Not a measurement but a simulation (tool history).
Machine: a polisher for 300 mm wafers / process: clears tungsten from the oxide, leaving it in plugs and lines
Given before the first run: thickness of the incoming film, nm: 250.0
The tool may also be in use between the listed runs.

run	hour	flow of slurry (ml/min)	pressure of the wafer on the pad (psi)	speed of the pad under the wafer (cm/s)	abrasive content of the slurry	overpolish time after the end point (s)	time until the end point was called (s)
1	0.0	195	2.4	128	1.00	38	69.348
2	6.7	195	2.6	134	1.00	38	61.051
3	9.0	195	2.6	156	1.00	38	52.564
4	13.8	195	2.8	158	1.00	38	48.524
5	21.2	195	2.8	158	1.15	38	46.911
6	28.4	195	2.8	158	1.15	38	47.429
7	34.5	195	2.9	160	1.15	38	45.130

Run 8 is up next; what results do you expect?
8	35.1	195	2.9	160	1.15	38	?

time until the end point was called (s): 44.606
